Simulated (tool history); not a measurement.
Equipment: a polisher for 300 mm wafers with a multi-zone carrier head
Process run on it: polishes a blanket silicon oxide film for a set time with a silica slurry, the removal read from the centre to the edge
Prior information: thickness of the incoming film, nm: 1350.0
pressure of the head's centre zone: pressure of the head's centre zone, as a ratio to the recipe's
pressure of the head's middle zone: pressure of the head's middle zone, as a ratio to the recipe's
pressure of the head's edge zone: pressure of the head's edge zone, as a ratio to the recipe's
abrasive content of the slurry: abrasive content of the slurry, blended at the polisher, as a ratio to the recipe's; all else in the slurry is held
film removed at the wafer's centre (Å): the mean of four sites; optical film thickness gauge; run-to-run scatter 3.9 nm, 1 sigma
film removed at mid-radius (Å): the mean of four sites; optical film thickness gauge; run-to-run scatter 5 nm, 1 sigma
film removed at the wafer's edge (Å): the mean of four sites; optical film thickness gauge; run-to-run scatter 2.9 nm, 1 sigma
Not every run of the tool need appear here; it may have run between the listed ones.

run    day  flow of slurry (ml/min)  pressure of the head's centre zone  pressure of the head's middle zone  pressure of the head's edge zone  abrasive content of the slurry  polishing time (s)  film removed at the wafer's centre (Å)  film removed at mid-radius (Å)  film removed at the wafer's edge (Å)
  1  0.000                      265                                1.00                                1.00                              1.00                            1.00                  68                                  2405.9                          2416.6                                2447.4
  2  0.300                      265                                1.00                                0.94                              1.00                            1.00                  68                                  2407.7                          2311.1                                2436.9
  3  0.575                      275                                1.02                                1.01                              0.99                            1.10                  68                                  2598.8                          2615.6                                2573.7
  4  0.717                      340                                1.02                                1.01                              0.99                            1.10                  68                                  2614.3                          2667.3                                2616.0
  5  0.775                      290                                1.02                                1.01                              0.99                            1.10                  68                                  2569.5                          2678.7                                2540.0
  6  0.846                      295                                1.05                                1.03                              1.03                            1.15                  68                                  2747.3                          2718.1                                2709.4
  7  1.017                      300                                1.07                                1.07                              1.03                            1.20                  68                                  2827.4                          3001.1                                2727.5
  8  1.158                      315                                1.15                                1.09                              1.10                            1.35                  68                                  3282.6                          3140.6                                3036.4

Run 9, settings as shown, results not yet in. Your forecast:
  9  1.417                      315                                1.14                                1.11                              1.09                            1.35                  68                                       ?                               ?                                     ?

film removed at the wafer's centre (Å): 3200.0
film removed at mid-radius (Å): 3114.5
film removed at the wafer's edge (Å): 2972.1
